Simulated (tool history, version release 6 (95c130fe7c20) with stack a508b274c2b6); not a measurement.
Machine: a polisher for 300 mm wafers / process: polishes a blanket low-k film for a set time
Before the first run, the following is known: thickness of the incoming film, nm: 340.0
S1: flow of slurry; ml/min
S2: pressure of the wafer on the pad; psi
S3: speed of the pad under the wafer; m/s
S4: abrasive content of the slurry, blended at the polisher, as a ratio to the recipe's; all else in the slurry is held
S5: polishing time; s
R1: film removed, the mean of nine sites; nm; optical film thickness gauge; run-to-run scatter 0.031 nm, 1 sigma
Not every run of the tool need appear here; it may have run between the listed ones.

run,day,S1,S2,S3,S4,S5,R1
1,0,275,1.3,0.92,1,19,5.9341
2,0.146,275,1.3,0.92,1,16,5.0729
3,0.258,275,1.1,0.92,1,16,4.3431
4,0.462,275,1,0.92,1,16,4.0609
5,0.546,275,1,0.92,1,16,4.0372
6,0.758,275,0.9,0.92,1,16,3.6426
7,1.021,275,0.9,0.92,1,16,3.5892

Predict the results of run 8:
8,1.242,275,0.7,0.92,1,16,?

Run 8 came out at R1 2.9001 nm.
